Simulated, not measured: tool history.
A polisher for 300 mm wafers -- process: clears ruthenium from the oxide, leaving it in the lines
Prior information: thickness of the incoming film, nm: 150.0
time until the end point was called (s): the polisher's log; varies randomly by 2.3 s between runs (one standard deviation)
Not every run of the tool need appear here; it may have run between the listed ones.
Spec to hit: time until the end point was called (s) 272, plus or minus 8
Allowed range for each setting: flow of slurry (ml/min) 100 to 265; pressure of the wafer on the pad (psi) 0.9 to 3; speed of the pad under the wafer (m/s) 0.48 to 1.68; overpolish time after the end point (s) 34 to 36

run,hour,flow of slurry (ml/min),pressure of the wafer on the pad (psi),speed of the pad under the wafer (m/s),overpolish time after the end point (s),time until the end point was called (s)
1,0,170,1.9,1.08,34,141.58
2,5.1,165,1.7,1.06,34,163.87
3,7.5,190,1.7,1.06,34,159.53
4,11.6,185,1.5,1.04,34,183.74
5,18.4,180,1.4,1.04,34,200.06
6,22.9,215,1.4,1.04,34,196.06
7,31.6,215,1.3,1.04,34,207.79
8,34.1,215,1.3,1.04,34,208.86
9,41.2,215,1.2,1.04,34,221.05
10,42.6,215,1.1,1.04,34,243.44
11,44.5,210,1.1,1.04,34,242.04
12,49,205,1.1,1.04,34,245.03

Pick the move, out of 5, that brings all results within their allowed miss; only one does.
A,53.5,200,1.1,1.04,34,?
B,53.5,175,0.9,1.08,34,?
C,53.5,205,1.2,1.02,35,?
D,53.5,225,1,1,36,?
E,53.5,210,0.9,1.02,34,?

move,time until the end point was called (s)
A,243.8
B,288.4
C,228.08
D,273.73
E,298.67
A: no better and no worse than the last run
B: moves the result that the last run missed by most past its target, out the other side
C: further off than the last run
D: all results in spec
E: moves the result that the last run missed by most past its target, out the other side
The right move is D.
